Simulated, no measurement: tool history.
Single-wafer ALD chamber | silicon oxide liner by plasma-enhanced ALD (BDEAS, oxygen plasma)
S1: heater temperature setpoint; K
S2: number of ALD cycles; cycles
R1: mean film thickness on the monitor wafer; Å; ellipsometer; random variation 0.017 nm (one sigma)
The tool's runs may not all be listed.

run 1 hour=0.0 | S1=588.15 S2=52 | R1=50.323
run 2 hour=5.0 | S1=592.15 S2=52 | R1=49.746
run 3 hour=6.0 | S1=596.15 S2=52 | R1=49.190
run 4 hour=6.8 | S1=587.15 S2=52 | R1=50.168
run 5 hour=13.3 | S1=588.15 S2=50 | R1=48.170
run 6 hour=16.0 | S1=589.15 S2=48 | R1=46.239

Run 7 comes next. What will it give?
run 7 hour=18.8 | S1=590.15 S2=43 | R1=?

R1: 41.300 Å

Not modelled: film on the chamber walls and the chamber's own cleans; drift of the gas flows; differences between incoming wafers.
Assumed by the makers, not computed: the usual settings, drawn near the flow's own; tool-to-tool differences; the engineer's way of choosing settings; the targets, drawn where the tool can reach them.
